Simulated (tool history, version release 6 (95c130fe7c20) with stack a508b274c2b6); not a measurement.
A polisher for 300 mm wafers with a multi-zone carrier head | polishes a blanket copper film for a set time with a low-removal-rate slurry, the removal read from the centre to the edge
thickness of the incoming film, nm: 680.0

run	hour	flow of slurry (ml/min)	pressure of the head's centre zone	pressure of the head's middle zone	pressure of the head's edge zone	abrasive content of the slurry	polishing time (s)	film removed at the wafer's centre (nm)	film removed at mid-radius (nm)	film removed at the wafer's edge (nm)
1	0.0	265	1.00	1.00	1.00	1.00	62	125.71	122.83	126.22
2	7.1	265	1.00	1.03	1.00	1.00	62	125.86	124.75	126.61
3	9.7	265	1.00	1.03	0.94	1.00	62	126.00	124.13	123.31
4	13.0	285	1.00	1.07	0.95	1.15	63	128.04	134.97	128.80
5	14.9	295	1.03	1.10	0.98	1.25	64	135.11	144.14	136.24
6	22.9	305	1.05	1.12	0.99	1.30	65	145.15	152.99	139.23
7	28.0	305	1.05	1.12	0.99	1.30	65	146.68	149.44	138.81
8	36.1	315	1.05	1.14	1.00	1.35	66	148.54	156.61	144.05
9	40.7	320	1.05	1.15	1.00	1.40	66	149.73	155.21	145.91

Forecast run 10:
10	44.8	310	1.05	1.16	0.98	1.40	67	?	?	?

film removed at the wafer's centre (nm): 152.73
film removed at mid-radius (nm): 161.50
film removed at the wafer's edge (nm): 142.99

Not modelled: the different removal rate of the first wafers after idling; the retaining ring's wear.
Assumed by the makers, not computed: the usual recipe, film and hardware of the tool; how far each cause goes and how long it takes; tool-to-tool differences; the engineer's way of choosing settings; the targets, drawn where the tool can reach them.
